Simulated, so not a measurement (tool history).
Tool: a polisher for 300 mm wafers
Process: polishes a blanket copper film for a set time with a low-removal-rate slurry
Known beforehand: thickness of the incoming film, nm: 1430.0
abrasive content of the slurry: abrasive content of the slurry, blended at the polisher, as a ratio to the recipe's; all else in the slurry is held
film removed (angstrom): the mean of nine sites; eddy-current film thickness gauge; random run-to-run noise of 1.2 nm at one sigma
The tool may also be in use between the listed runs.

run	hour	flow of slurry (ml/min)	pressure of the wafer on the pad (psi)	speed of the pad under the wafer (m/s)	abrasive content of the slurry	polishing time (s)	film removed (angstrom)
1	0.0	315	2.4	1.32	1.0	35	976.01
2	4.3	315	2.4	1.44	1.0	35	1021.80
3	6.5	315	2.4	1.44	0.9	35	1001.90
4	7.4	315	2.4	1.44	0.8	35	961.71
5	9.6	315	2.4	1.44	0.8	31	840.06
6	10.7	315	2.4	1.14	0.8	31	717.77

The next listed run, before its measurement:
7	15.1	315	3.0	1.18	0.8	31	?

Run 7 yielded film removed (angstrom) 841.80.

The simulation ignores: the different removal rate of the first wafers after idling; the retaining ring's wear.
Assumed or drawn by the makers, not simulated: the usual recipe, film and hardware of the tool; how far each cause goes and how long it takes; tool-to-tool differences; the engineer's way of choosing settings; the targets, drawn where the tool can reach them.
